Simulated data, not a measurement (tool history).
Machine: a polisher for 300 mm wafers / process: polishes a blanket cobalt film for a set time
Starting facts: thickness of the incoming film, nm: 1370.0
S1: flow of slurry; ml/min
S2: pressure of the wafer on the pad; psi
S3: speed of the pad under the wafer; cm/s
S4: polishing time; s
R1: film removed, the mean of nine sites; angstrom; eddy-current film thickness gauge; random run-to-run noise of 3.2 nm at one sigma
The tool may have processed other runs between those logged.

{"run": 1, "day": 0.0, "S1": 135, "S2": 1.2, "S3": 124, "S4": 51, "R1": 1812.1}
{"run": 2, "day": 0.254, "S1": 120, "S2": 1.2, "S3": 124, "S4": 51, "R1": 1745.7}
{"run": 3, "day": 0.333, "S1": 120, "S2": 1.2, "S3": 152, "S4": 51, "R1": 2090.5}
{"run": 4, "day": 0.621, "S1": 125, "S2": 1.2, "S3": 152, "S4": 51, "R1": 2133.2}
{"run": 5, "day": 0.796, "S1": 130, "S2": 1.2, "S3": 152, "S4": 51, "R1": 2124.7}
{"run": 6, "day": 1.042, "S1": 130, "S2": 1.5, "S3": 152, "S4": 51, "R1": 2608.9}

Expected results for the next run?
{"run": 7, "day": 1.417, "S1": 125, "S2": 1.5, "S3": 152, "S4": 51, "R1": "?"}

{"run 7": {"R1": 2677.4}}
